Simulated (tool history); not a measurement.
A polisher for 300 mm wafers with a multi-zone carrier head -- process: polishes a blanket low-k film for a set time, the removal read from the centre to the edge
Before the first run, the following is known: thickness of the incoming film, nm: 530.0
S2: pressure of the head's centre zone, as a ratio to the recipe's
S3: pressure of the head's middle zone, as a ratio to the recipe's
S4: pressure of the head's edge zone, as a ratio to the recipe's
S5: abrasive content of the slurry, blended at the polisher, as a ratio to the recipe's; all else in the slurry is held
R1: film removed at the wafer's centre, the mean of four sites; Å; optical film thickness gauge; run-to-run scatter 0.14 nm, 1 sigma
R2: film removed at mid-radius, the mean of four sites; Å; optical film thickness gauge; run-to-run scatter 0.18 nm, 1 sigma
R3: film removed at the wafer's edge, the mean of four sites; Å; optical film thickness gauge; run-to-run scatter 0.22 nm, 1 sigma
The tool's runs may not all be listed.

run 1 day=0 | flow_of_slurry_(ml/min)=135 S2=1 S3=1 S4=1 S5=1 polishing_time_(s)=55 | R1=203.32 R2=202.02 R3=202.28
run 2 day=0.271 | flow_of_slurry_(ml/min)=135 S2=1 S3=1.05 S4=1 S5=1 polishing_time_(s)=55 | R1=202.86 R2=210.71 R3=207.01
run 3 day=0.446 | flow_of_slurry_(ml/min)=130 S2=0.97 S3=1.04 S4=1 S5=0.95 polishing_time_(s)=55 | R1=190.21 R2=205.29 R3=195.4
run 4 day=0.567 | flow_of_slurry_(ml/min)=125 S2=0.95 S3=1.02 S4=1.02 S5=0.9 polishing_time_(s)=55 | R1=182.27 R2=192.65 R3=192.51
run 5 day=0.912 | flow_of_slurry_(ml/min)=140 S2=0.95 S3=1.02 S4=1.02 S5=0.9 polishing_time_(s)=55 | R1=185.79 R2=202.23 R3=201.39
run 6 day=1.125 | flow_of_slurry_(ml/min)=140 S2=0.95 S3=1.02 S4=1.02 S5=1.1 polishing_time_(s)=55 | R1=206.51 R2=217.43 R3=218.87
run 7 day=1.221 | flow_of_slurry_(ml/min)=135 S2=0.93 S3=1.01 S4=1.02 S5=1 polishing_time_(s)=55 | R1=187.73 R2=206.46 R3=198.81
run 8 day=1.554 | flow_of_slurry_(ml/min)=130 S2=0.91 S3=1 S4=1.04 S5=0.95 polishing_time_(s)=55 | R1=180.03 R2=196.29 R3=196.8
run 9 day=1.8 | flow_of_slurry_(ml/min)=125 S2=0.9 S3=1 S4=1.05 S5=0.9 polishing_time_(s)=55 | R1=172.66 R2=189.68 R3=191.17
run 10 day=1.954 | flow_of_slurry_(ml/min)=125 S2=0.9 S3=1 S4=1.05 S5=0.9 polishing_time_(s)=55 | R1=171.58 R2=193.11 R3=191.03
run 11 day=2.275 | flow_of_slurry_(ml/min)=120 S2=0.89 S3=0.99 S4=1.06 S5=0.85 polishing_time_(s)=55 | R1=163.2 R2=184.56 R3=187.46
run 12 day=2.492 | flow_of_slurry_(ml/min)=115 S2=0.88 S3=0.98 S4=1.06 S5=0.8 polishing_time_(s)=55 | R1=154.47 R2=171.93 R3=178.36
run 13 day=2.688 | flow_of_slurry_(ml/min)=110 S2=0.87 S3=0.98 S4=1.06 S5=0.8 polishing_time_(s)=55 | R1=149.84 R2=171.31 R3=178.24
run 14 day=2.925 | flow_of_slurry_(ml/min)=110 S2=0.86 S3=0.98 S4=1.05 S5=0.8 polishing_time_(s)=55 | R1=151.45 R2=169.01 R3=179.57
run 15 day=3.154 | flow_of_slurry_(ml/min)=110 S2=0.86 S3=0.99 S4=1.05 S5=0.75 polishing_time_(s)=55 | R1=143.62 R2=166.41 R3=173.29
run 16 day=3.342 | flow_of_slurry_(ml/min)=110 S2=0.86 S3=1 S4=1.04 S5=0.75 polishing_time_(s)=55 | R1=148.14 R2=170.92 R3=171.82
run 17 day=3.525 | flow_of_slurry_(ml/min)=105 S2=0.85 S3=1 S4=1.04 S5=0.75 polishing_time_(s)=55 | R1=140.82 R2=167.74 R3=169.25
run 18 day=3.558 | flow_of_slurry_(ml/min)=100 S2=0.85 S3=1 S4=1.04 S5=0.75 polishing_time_(s)=55 | R1=135.48 R2=165.58 R3=167.53

What does the tool deliver on the next run?
run 19 day=3.746 | flow_of_slurry_(ml/min)=100 S2=0.85 S3=1 S4=1.03 S5=0.75 polishing_time_(s)=55 | R1=? R2=? R3=?

{"run 19": {"R1": 140.16, "R2": 162.4, "R3": 166.96}}
